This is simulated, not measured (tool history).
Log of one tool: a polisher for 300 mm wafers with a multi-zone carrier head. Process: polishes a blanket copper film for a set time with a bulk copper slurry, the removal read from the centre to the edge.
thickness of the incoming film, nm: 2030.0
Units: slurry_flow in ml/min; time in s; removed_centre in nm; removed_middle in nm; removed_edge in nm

run 1 hour=0 | slurry_flow=190 centre_zone=1 middle_zone=1 edge_zone=1 slurry_solids=1 time=51 | removed_centre=682.58 removed_middle=687.61 removed_edge=679.36
run 2 hour=4.7 | slurry_flow=190 centre_zone=1 middle_zone=1 edge_zone=0.96 slurry_solids=1 time=51 | removed_centre=686.96 removed_middle=668.47 removed_edge=659.1
run 3 hour=12 | slurry_flow=190 centre_zone=1 middle_zone=0.98 edge_zone=0.93 slurry_solids=0.9 time=47 | removed_centre=620.1 removed_middle=605.24 removed_edge=583.77
run 4 hour=15 | slurry_flow=190 centre_zone=1 middle_zone=0.95 edge_zone=0.93 slurry_solids=0.9 time=47 | removed_centre=638.12 removed_middle=576.43 removed_edge=586.47
run 5 hour=15.9 | slurry_flow=190 centre_zone=1 middle_zone=0.87 edge_zone=0.93 slurry_solids=0.9 time=47 | removed_centre=625.74 removed_middle=551.91 removed_edge=594.73
run 6 hour=16.4 | slurry_flow=190 centre_zone=1.07 middle_zone=0.87 edge_zone=0.93 slurry_solids=0.9 time=47 | removed_centre=676.1 removed_middle=557.62 removed_edge=594.84
run 7 hour=23 | slurry_flow=190 centre_zone=1.07 middle_zone=0.87 edge_zone=0.93 slurry_solids=0.9 time=47 | removed_centre=660.76 removed_middle=553.88 removed_edge=575.72

Forecast run 8:
run 8 hour=29.6 | slurry_flow=185 centre_zone=1.05 middle_zone=0.87 edge_zone=0.91 slurry_solids=0.8 time=44 | removed_centre=? removed_middle=? removed_edge=?

Run 8 gave removed_centre 591.65 nm, removed_middle 518.06 nm, removed_edge 528.18 nm.
